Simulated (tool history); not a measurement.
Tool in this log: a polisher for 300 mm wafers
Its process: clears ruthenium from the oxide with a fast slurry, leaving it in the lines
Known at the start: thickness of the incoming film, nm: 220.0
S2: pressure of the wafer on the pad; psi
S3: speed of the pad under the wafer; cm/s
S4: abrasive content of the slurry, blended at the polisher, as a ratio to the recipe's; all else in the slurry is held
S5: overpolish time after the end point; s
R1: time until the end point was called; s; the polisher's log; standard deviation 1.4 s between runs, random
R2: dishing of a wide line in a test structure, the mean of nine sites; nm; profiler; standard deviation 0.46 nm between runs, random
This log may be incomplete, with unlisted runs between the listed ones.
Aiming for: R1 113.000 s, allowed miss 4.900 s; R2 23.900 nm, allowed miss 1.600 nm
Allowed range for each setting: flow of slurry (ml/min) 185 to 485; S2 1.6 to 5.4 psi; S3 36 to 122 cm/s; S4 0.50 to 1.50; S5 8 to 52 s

run 1 hour=0.0 | flow_of_slurry_(ml/min)=310 S2=3.5 S3=78 S4=1.00 S5=26 | R1=53.568 R2=87.291
run 2 hour=2.1 | flow_of_slurry_(ml/min)=310 S2=4.1 S3=78 S4=1.00 S5=26 | R1=47.174 R2=91.694
run 3 hour=8.8 | flow_of_slurry_(ml/min)=290 S2=4.1 S3=72 S4=0.95 S5=23 | R1=51.584 R2=78.599
run 4 hour=13.9 | flow_of_slurry_(ml/min)=290 S2=3.8 S3=72 S4=0.95 S5=23 | R1=54.519 R2=72.173
run 5 hour=22.7 | flow_of_slurry_(ml/min)=290 S2=3.8 S3=72 S4=0.95 S5=18 | R1=55.354 R2=57.720
run 6 hour=25.3 | flow_of_slurry_(ml/min)=290 S2=4.3 S3=72 S4=0.95 S5=18 | R1=49.653 R2=61.279
run 7 hour=31.5 | flow_of_slurry_(ml/min)=290 S2=4.0 S3=68 S4=0.95 S5=17 | R1=55.997 R2=55.749
run 8 hour=36.3 | flow_of_slurry_(ml/min)=290 S2=3.8 S3=66 S4=0.95 S5=16 | R1=60.529 R2=48.648
run 9 hour=39.1 | flow_of_slurry_(ml/min)=290 S2=3.5 S3=64 S4=0.95 S5=15 | R1=65.533 R2=42.141
run 10 hour=40.9 | flow_of_slurry_(ml/min)=290 S2=3.3 S3=62 S4=0.95 S5=15 | R1=71.453 R2=38.897
run 11 hour=43.1 | flow_of_slurry_(ml/min)=290 S2=3.3 S3=62 S4=0.95 S5=15 | R1=71.100 R2=39.115
run 12 hour=46.6 | flow_of_slurry_(ml/min)=290 S2=3.1 S3=60 S4=0.95 S5=15 | R1=76.813 R2=36.703
run 13 hour=49.3 | flow_of_slurry_(ml/min)=290 S2=3.1 S3=60 S4=0.95 S5=15 | R1=76.919 R2=36.238
run 14 hour=55.9 | flow_of_slurry_(ml/min)=290 S2=2.9 S3=60 S4=0.95 S5=15 | R1=81.555 R2=35.141
run 15 hour=62.7 | flow_of_slurry_(ml/min)=290 S2=2.7 S3=60 S4=0.95 S5=15 | R1=83.616 R2=34.232
run 16 hour=67.2 | flow_of_slurry_(ml/min)=290 S2=2.6 S3=60 S4=0.95 S5=15 | R1=88.563 R2=32.386
run 17 hour=68.9 | flow_of_slurry_(ml/min)=290 S2=2.5 S3=60 S4=0.95 S5=15 | R1=90.759 R2=31.730
run 18 hour=76.9 | flow_of_slurry_(ml/min)=290 S2=1.6 S3=58 S4=0.95 S5=11 | R1=128.520 R2=16.684
run 19 hour=80.6 | flow_of_slurry_(ml/min)=290 S2=1.7 S3=58 S4=0.95 S5=12 | R1=123.850 R2=19.992
run 20 hour=89.5 | flow_of_slurry_(ml/min)=290 S2=1.7 S3=58 S4=0.95 S5=12 | R1=122.040 R2=18.891

Of the 4 settings listed for the next run, only one would bring every result within its allowed miss of target. Which one?
run A hour=98.4 | flow_of_slurry_(ml/min)=330 S2=2.0 S3=60 S4=1.05 S5=14 | R1=? R2=?
run B hour=98.4 | flow_of_slurry_(ml/min)=190 S2=2.7 S3=50 S4=0.75 S5=18 | R1=? R2=?
run C hour=98.4 | flow_of_slurry_(ml/min)=285 S2=1.9 S3=66 S4=0.90 S5=13 | R1=? R2=?
run D hour=98.4 | flow_of_slurry_(ml/min)=335 S2=1.8 S3=62 S4=0.90 S5=14 | R1=? R2=?

move=A R1=99.335 R2=26.999
move=B R1=127.200 R2=27.103
move=C R1=104.130 R2=24.066
move=D R1=112.820 R2=23.926
A: moves the result that the last run missed by most past its target, out the other side
B: moves the result that the last run missed by most past its target, out the other side
C: the furthest-off result lands on target, but another misses its tolerance
D: every result lands within tolerance
So the answer is move D, the one that meets all the targets.
